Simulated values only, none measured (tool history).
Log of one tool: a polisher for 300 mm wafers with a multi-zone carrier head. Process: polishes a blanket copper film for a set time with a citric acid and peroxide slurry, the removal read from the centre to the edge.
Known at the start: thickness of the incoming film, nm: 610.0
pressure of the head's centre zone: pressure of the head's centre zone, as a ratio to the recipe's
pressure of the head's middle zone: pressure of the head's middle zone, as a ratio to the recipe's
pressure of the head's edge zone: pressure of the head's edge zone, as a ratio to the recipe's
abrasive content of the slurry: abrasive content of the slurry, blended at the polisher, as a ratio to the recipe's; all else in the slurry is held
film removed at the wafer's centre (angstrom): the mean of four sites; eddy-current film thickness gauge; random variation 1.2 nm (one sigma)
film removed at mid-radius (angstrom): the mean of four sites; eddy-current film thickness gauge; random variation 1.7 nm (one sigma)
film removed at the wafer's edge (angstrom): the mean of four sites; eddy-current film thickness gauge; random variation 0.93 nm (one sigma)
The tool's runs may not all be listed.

run,hour,flow of slurry (ml/min),pressure of the head's centre zone,pressure of the head's middle zone,pressure of the head's edge zone,abrasive content of the slurry,polishing time (s),film removed at the wafer's centre (angstrom),film removed at mid-radius (angstrom),film removed at the wafer's edge (angstrom)
1,0,185,1,1,1,1,61,1661.3,1656.1,1644.9
2,1.5,180,0.98,1,0.97,0.85,57,1509.8,1474.8,1460.9
3,3.1,180,0.98,1,0.97,0.95,57,1495.3,1505.5,1496.5
4,10.8,175,0.95,1.02,0.94,0.85,54,1387.9,1440.4,1360.8
5,18.9,175,0.95,0.94,0.94,0.85,54,1344,1329.7,1362.8
6,22.6,175,0.95,0.94,0.94,0.65,54,1285.4,1298.3,1316.3
7,27.9,170,0.94,0.95,0.91,0.6,52,1236.6,1276.7,1239.9
8,36.2,150,0.87,0.94,0.83,0.5,45,960.38,995.97,985.49
9,38,165,0.87,0.96,0.84,0.5,45,962.42,1056.4,993.52
10,41.6,175,0.88,0.96,0.85,0.5,45,980.55,1025.8,1014.9
11,48.6,170,0.89,0.98,0.86,0.5,45,990.93,1097.4,1004.4
12,50.9,175,0.9,0.98,0.87,0.5,45,998.98,1085.3,1005.6

The next listed run, before its measurement:
13,52.3,175,0.91,0.98,0.89,0.5,45,?,?,?

Run 13 gave film removed at the wafer's centre (angstrom) 991.9, film removed at mid-radius (angstrom) 1065.9, film removed at the wafer's edge (angstrom) 1029.

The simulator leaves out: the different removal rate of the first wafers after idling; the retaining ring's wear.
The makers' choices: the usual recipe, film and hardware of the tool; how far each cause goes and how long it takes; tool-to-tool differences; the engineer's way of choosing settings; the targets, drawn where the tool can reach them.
